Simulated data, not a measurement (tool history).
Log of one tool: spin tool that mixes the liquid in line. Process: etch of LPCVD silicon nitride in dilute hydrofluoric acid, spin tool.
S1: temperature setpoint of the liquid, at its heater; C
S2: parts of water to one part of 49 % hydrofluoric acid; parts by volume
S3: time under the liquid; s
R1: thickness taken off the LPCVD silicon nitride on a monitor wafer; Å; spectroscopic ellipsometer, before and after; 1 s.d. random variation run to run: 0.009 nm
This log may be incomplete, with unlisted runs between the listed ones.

run,hour,S1,S2,S3,R1
1,0,24,40,80,13.401
2,3.9,22.5,40,80,12.221
3,5.5,25,40,80,14.623
4,11.6,25,50,80,11.559
5,15.6,25,35,80,16.4
6,20.1,23.5,35,80,14.923
7,21.6,22,35,80,13.296
8,29.5,21,35,80,12.477

Estimate the outcome of run 9 from the log above:
9,32,21,35,80,?

R1: 12.375 Å
